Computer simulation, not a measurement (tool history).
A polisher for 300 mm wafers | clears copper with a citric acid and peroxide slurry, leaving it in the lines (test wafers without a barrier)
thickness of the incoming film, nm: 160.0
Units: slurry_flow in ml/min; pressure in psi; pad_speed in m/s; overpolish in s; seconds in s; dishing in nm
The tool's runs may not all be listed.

run,hour,slurry_flow,pressure,pad_speed,slurry_solids,overpolish,seconds,dishing
1,0.0,225,2.1,1.04,1.00,16,88.984,20.179
2,7.8,225,2.1,1.04,1.05,16,87.027,20.371
3,15.3,190,2.1,1.04,1.05,16,89.360,19.264
4,24.0,190,2.1,1.04,0.95,16,92.112,19.234
5,30.8,170,1.8,1.08,1.15,12,95.667,14.089
6,36.2,170,1.8,1.08,1.30,12,92.471,14.681

Forecast run 7:
7,45.2,160,1.5,1.18,1.20,10,?,?

Run 7 gave seconds 100.710 s, dishing 11.263 nm.
